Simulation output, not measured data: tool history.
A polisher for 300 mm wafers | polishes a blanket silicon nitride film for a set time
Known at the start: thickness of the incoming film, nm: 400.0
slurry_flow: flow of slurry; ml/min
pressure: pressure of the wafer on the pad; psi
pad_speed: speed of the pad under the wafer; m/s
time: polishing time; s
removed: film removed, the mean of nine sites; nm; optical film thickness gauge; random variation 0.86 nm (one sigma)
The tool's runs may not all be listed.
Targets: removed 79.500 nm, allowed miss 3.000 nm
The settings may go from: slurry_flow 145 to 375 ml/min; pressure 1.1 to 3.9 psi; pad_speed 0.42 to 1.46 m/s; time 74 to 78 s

run 1 hour=0.0 | slurry_flow=240 pressure=2.5 pad_speed=0.94 time=74 | removed=83.437
run 2 hour=3.8 | slurry_flow=240 pressure=2.5 pad_speed=0.74 time=74 | removed=69.571
run 3 hour=9.8 | slurry_flow=280 pressure=2.5 pad_speed=0.74 time=74 | removed=70.659
run 4 hour=12.6 | slurry_flow=280 pressure=2.6 pad_speed=0.74 time=74 | removed=71.885
run 5 hour=17.7 | slurry_flow=280 pressure=2.7 pad_speed=0.74 time=74 | removed=75.045
-- hour=24.2 worn pad replaced by a new one
run 6 hour=24.2 | slurry_flow=305 pressure=2.7 pad_speed=0.74 time=74 | removed=86.009
run 7 hour=25.7 | slurry_flow=300 pressure=2.7 pad_speed=0.74 time=74 | removed=85.538
run 8 hour=26.6 | slurry_flow=295 pressure=2.7 pad_speed=0.74 time=74 | removed=85.958

5 next moves are on the table. One of them brings every result within its allowed miss. Which?
run A hour=27.5 | slurry_flow=280 pressure=2.4 pad_speed=0.76 time=75 | removed=?
run B hour=27.5 | slurry_flow=260 pressure=2.4 pad_speed=0.68 time=75 | removed=?
run C hour=27.5 | slurry_flow=355 pressure=2.7 pad_speed=0.82 time=74 | removed=?
run D hour=27.5 | slurry_flow=275 pressure=2.7 pad_speed=0.76 time=75 | removed=?
run E hour=27.5 | slurry_flow=290 pressure=2.4 pad_speed=0.70 time=74 | removed=?

move=A removed=78.887
move=B removed=71.601
move=C removed=92.302
move=D removed=86.007
move=E removed=73.137
A: meets every target
B: takes the result that was furthest off past its target
C: further off than the last run
D: as far off as the last run
E: takes the result that was furthest off past its target
Move A is the one to make.
